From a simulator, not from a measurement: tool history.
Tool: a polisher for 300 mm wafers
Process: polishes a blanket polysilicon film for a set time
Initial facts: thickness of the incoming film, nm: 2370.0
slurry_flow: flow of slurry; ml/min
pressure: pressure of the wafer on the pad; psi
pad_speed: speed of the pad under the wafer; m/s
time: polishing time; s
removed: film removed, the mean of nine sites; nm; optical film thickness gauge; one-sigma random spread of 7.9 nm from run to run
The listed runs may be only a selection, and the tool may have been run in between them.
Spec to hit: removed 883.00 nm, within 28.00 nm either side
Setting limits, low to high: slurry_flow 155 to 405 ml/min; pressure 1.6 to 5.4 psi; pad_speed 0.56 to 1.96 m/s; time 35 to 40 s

run,hour,slurry_flow,pressure,pad_speed,time,removed
1,0.0,260,3.5,1.26,40,492.21
2,0.9,230,3.5,1.26,40,491.95
3,6.8,230,3.5,1.26,40,490.76
4,10.4,230,3.9,1.28,40,540.92
5,15.9,230,3.3,1.28,40,468.94
6,24.4,230,3.3,1.08,40,397.04
7,32.5,230,3.7,1.14,40,472.13
8,37.6,230,4.0,1.18,40,527.89
9,45.4,230,4.0,1.18,40,524.89
10,46.0,230,4.3,1.22,40,581.88
11,47.7,230,4.5,1.26,40,625.83
12,56.6,230,4.7,1.30,40,675.91
13,58.7,230,4.8,1.32,40,694.89

Which of these 5 next moves meets every target?
A,60.8,160,5.2,1.74,40,?
B,60.8,255,5.4,1.46,40,?
C,60.8,235,5.4,1.60,40,?
D,60.8,215,5.4,1.58,40,?
E,60.8,300,5.3,1.62,40,?

move,removed
A,951.45
B,870.05
C,944.58
D,925.53
E,957.95
A: the result that was furthest off in the last run now lies on the other side of its target
B: each result inside its tolerance
C: the result that was furthest off in the last run now lies on the other side of its target
D: the result that was furthest off in the last run now lies on the other side of its target
E: the result that was furthest off in the last run now lies on the other side of its target
So the answer is move B, the one that meets all the targets.

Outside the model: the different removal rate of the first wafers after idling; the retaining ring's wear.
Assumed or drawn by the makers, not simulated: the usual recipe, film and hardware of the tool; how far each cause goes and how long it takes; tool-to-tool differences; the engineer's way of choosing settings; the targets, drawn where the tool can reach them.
